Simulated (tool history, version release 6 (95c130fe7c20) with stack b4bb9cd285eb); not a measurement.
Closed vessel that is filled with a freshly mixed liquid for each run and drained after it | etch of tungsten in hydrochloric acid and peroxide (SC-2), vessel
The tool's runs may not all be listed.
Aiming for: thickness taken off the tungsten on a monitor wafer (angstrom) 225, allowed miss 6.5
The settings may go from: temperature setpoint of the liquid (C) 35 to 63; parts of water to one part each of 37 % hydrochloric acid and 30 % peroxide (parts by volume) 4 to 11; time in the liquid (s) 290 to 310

run	day	temperature setpoint of the liquid (C)	parts of water to one part each of 37 % hydrochloric acid and 30 % peroxide (parts by volume)	time in the liquid (s)	thickness taken off the tungsten on a monitor wafer (angstrom)
1	0	47	6	290	756.72
2	0.383	45.5	6.5	290	654
3	0.662	52	6.5	290	995.31
4	0.729	52	6.5	290	983.29
5	1.033	50	7	290	818.71
6	1.142	50	7	310	870.78
7	1.271	50	7	310	875.19
8	1.312	48.5	7.5	310	762.7
9	1.596	40.5	10	310	346.92
10	1.771	40	10	310	333.67
11	1.808	39.5	10	310	318.96
12	2.008	39	10	310	303.04
13	2.358	38.5	10	310	295.77

Pick the move, out of 4, that brings all results within their allowed miss; only one does.
A	2.708	36.5	11	290	?
B	2.708	35.5	11	290	?
C	2.708	41	10	310	?
D	2.708	35.5	10.5	290	?

move	thickness taken off the tungsten on a monitor wafer (angstrom)
A	220.4
B	204.91
C	352.22
D	213.11
A: every result lands within tolerance
B: moves the result that the last run missed by most past its target, out the other side
C: misses by more than the last run did
D: moves the result that the last run missed by most past its target, out the other side
Go with A: it meets all targets.

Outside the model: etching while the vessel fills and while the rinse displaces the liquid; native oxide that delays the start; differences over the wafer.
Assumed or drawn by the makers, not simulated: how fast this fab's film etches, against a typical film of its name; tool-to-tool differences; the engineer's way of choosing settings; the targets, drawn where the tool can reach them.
